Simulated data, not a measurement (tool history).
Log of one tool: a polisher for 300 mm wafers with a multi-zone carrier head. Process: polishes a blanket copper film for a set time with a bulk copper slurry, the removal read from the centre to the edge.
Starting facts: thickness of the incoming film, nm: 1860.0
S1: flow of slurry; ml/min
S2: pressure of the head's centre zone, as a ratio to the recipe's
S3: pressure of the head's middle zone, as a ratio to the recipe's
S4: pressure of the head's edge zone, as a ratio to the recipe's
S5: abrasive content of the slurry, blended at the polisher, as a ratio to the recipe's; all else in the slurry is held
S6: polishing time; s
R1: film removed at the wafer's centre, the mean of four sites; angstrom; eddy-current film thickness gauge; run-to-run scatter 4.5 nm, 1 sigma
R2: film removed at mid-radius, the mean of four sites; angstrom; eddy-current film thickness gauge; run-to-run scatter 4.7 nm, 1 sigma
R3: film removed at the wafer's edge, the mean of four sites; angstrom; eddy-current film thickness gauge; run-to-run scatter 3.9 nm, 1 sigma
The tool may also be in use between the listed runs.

{"run": 1, "day": 0.0, "S1": 135, "S2": 1.0, "S3": 1.0, "S4": 1.0, "S5": 1.0, "S6": 85, "R1": 6098.9, "R2": 6179.7, "R3": 6204.4}
{"run": 2, "day": 0.029, "S1": 135, "S2": 1.0, "S3": 1.05, "S4": 1.0, "S5": 1.0, "S6": 85, "R1": 6182.4, "R2": 6412.1, "R3": 6152.5}
{"run": 3, "day": 0.1, "S1": 130, "S2": 1.0, "S3": 1.03, "S4": 0.98, "S5": 0.95, "S6": 85, "R1": 6030.8, "R2": 6075.9, "R3": 6129.3}
{"run": 4, "day": 0.167, "S1": 135, "S2": 1.0, "S3": 1.04, "S4": 0.97, "S5": 0.9, "S6": 83, "R1": 5857.1, "R2": 6144.5, "R3": 5927.7}
{"run": 5, "day": 0.5, "S1": 130, "S2": 1.0, "S3": 1.03, "S4": 0.96, "S5": 0.85, "S6": 82, "R1": 5609.1, "R2": 5753.2, "R3": 5711.3}
{"run": 6, "day": 0.604, "S1": 125, "S2": 1.0, "S3": 1.03, "S4": 0.94, "S5": 0.85, "S6": 82, "R1": 5641.0, "R2": 5863.6, "R3": 5601.2}
{"run": 7, "day": 0.808, "S1": 120, "S2": 1.0, "S3": 1.02, "S4": 0.93, "S5": 0.85, "S6": 82, "R1": 5625.7, "R2": 5833.0, "R3": 5497.9}
{"run": 8, "day": 1.05, "S1": 85, "S2": 0.93, "S3": 0.92, "S4": 0.91, "S5": 0.7, "S6": 81, "R1": 4708.0, "R2": 4733.4, "R3": 5052.1}
{"run": 9, "day": 1.171, "S1": 90, "S2": 0.93, "S3": 0.92, "S4": 0.91, "S5": 0.7, "S6": 81, "R1": 4677.6, "R2": 4772.6, "R3": 5118.5}

Run 10, settings as shown, results not yet in. Your forecast:
{"run": 10, "day": 1.4, "S1": 90, "S2": 0.94, "S3": 0.92, "S4": 0.91, "S5": 0.7, "S6": 81, "R1": "?", "R2": "?", "R3": "?"}

R1: 4818.6 angstrom
R2: 4804.8 angstrom
R3: 5064.8 angstrom
